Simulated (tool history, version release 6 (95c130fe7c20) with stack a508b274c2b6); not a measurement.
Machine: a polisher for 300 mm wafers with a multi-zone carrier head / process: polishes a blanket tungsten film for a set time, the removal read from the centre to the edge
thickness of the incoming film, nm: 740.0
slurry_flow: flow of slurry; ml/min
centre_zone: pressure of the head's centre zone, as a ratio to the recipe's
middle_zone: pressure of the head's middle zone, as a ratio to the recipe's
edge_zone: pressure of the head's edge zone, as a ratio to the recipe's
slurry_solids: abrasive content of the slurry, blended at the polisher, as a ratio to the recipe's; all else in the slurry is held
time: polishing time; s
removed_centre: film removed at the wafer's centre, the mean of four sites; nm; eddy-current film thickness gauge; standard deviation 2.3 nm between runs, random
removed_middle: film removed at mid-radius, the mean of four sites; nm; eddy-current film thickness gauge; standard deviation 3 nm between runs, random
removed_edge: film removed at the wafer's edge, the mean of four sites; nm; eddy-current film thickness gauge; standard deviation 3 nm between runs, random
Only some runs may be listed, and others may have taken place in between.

Run 1, day 0: slurry_flow 195 ml/min, centre_zone 1, middle_zone 1, edge_zone 1, slurry_solids 1, time 37 s. Result: removed_centre 277.96 nm, removed_middle 262.99 nm, removed_edge 280.54 nm.
Run 2, day 0.062: slurry_flow 185 ml/min, centre_zone 0.96, middle_zone 0.96, edge_zone 1.01, slurry_solids 0.95, time 37 s. Result: removed_centre 261.85 nm, removed_middle 263.21 nm, removed_edge 280.12 nm.
Run 3, day 0.325: slurry_flow 185 ml/min, centre_zone 0.96, middle_zone 0.96, edge_zone 1.01, slurry_solids 0.85, time 37 s. Result: removed_centre 260.87 nm, removed_middle 248.85 nm, removed_edge 268.78 nm.
Run 4, day 0.525: slurry_flow 175 ml/min, centre_zone 0.94, middle_zone 0.92, edge_zone 1.05, slurry_solids 0.8, time 37 s. Result: removed_centre 244.55 nm, removed_middle 241.15 nm, removed_edge 277.33 nm.
Run 5, day 0.838: slurry_flow 175 ml/min, centre_zone 0.94, middle_zone 0.92, edge_zone 1.13, slurry_solids 0.8, time 37 s. Result: removed_centre 250.95 nm, removed_middle 240.97 nm, removed_edge 287.56 nm.
Run 6, day 1.054: slurry_flow 170 ml/min, centre_zone 0.93, middle_zone 0.9, edge_zone 1.12, slurry_solids 0.75, time 37 s. Result: removed_centre 234.5 nm, removed_middle 233.59 nm, removed_edge 280.9 nm.

The next listed run, before its measurement:
Run 7, day 1.204: slurry_flow 165 ml/min, centre_zone 0.93, middle_zone 0.88, edge_zone 1.11, slurry_solids 0.75, time 37 s. Result: removed_centre ?, removed_middle ?, removed_edge ?.

Run 7 produced removed_centre 242.88 nm, removed_middle 226.62 nm, removed_edge 276.7 nm.
